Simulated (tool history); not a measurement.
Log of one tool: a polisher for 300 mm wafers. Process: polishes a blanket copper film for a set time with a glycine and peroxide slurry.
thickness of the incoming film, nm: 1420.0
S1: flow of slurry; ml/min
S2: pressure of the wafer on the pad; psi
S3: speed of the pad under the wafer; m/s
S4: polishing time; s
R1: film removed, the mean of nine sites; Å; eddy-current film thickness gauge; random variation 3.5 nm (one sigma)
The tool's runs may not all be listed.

| run | hour | S1 | S2 | S3 | S4 | R1 |
|---|---|---|---|---|---|---|
| 1 | 0.0 | 230 | 3.2 | 1.18 | 72 | 4644.4 |
| 2 | 5.0 | 230 | 2.4 | 1.18 | 72 | 3647.6 |
| 3 | 7.0 | 230 | 2.1 | 1.18 | 72 | 3338.3 |
| 4 | 11.5 | 230 | 2.1 | 0.92 | 72 | 2788.3 |
| 5 | 16.2 | 230 | 2.4 | 0.92 | 72 | 3042.5 |
|  | 22.2 | slurry nozzle cleaned |
| 6 | 22.2 | 230 | 2.4 | 0.76 | 72 | 2784.8 |
| 7 | 28.9 | 230 | 2.4 | 0.76 | 72 | 2784.2 |

The next listed run, before its measurement:
| 8 | 32.4 | 230 | 2.7 | 0.76 | 72 | ? |

R1: 3041.4 Å

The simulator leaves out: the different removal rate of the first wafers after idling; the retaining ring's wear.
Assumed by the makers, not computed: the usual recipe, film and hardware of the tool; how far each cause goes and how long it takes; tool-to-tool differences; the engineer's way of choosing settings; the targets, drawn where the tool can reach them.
